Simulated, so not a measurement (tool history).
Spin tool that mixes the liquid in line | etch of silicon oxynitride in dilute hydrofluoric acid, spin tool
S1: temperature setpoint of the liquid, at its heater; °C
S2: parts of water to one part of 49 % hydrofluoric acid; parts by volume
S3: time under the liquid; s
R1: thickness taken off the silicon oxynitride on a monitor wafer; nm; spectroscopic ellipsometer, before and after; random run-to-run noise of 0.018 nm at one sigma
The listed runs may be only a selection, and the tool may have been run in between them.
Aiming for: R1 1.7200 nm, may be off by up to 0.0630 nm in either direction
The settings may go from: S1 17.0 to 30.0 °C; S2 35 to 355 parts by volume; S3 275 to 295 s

| run | hour | S1 | S2 | S3 | R1 |
|---|---|---|---|---|---|
| 1 | 0.0 | 22.0 | 195 | 275 | 3.2909 |
| 2 | 8.8 | 22.0 | 125 | 275 | 5.4440 |
| 3 | 16.4 | 21.5 | 140 | 275 | 4.5919 |
| 4 | 24.7 | 21.5 | 140 | 295 | 4.9994 |
| 5 | 32.7 | 21.5 | 140 | 275 | 4.5969 |
| 6 | 37.1 | 23.0 | 140 | 275 | 5.0240 |
| 7 | 41.6 | 22.5 | 155 | 275 | 4.4011 |
| 8 | 42.9 | 22.0 | 170 | 275 | 3.8205 |

Of the 5 settings listed for the next run, only one would bring every result within its allowed miss of target. Which one?
| A | 44.2 | 18.0 | 290 | 275 | ? |
| B | 44.2 | 19.0 | 245 | 275 | ? |
| C | 44.2 | 21.0 | 100 | 295 | ? |
| D | 44.2 | 18.5 | 260 | 275 | ? |
| E | 44.2 | 22.0 | 80 | 295 | ? |

| move | R1 |
|---|---|
| A | 1.7363 |
| B | 2.2090 |
| C | 7.0357 |
| D | 2.0161 |
| E | 9.3753 |
A: all results in spec
B: nearer the targets than the last run, but a result is still out of spec
C: further off than the last run
D: nearer the targets than the last run, but a result is still out of spec
E: further off than the last run
Go with A: it meets all targets.

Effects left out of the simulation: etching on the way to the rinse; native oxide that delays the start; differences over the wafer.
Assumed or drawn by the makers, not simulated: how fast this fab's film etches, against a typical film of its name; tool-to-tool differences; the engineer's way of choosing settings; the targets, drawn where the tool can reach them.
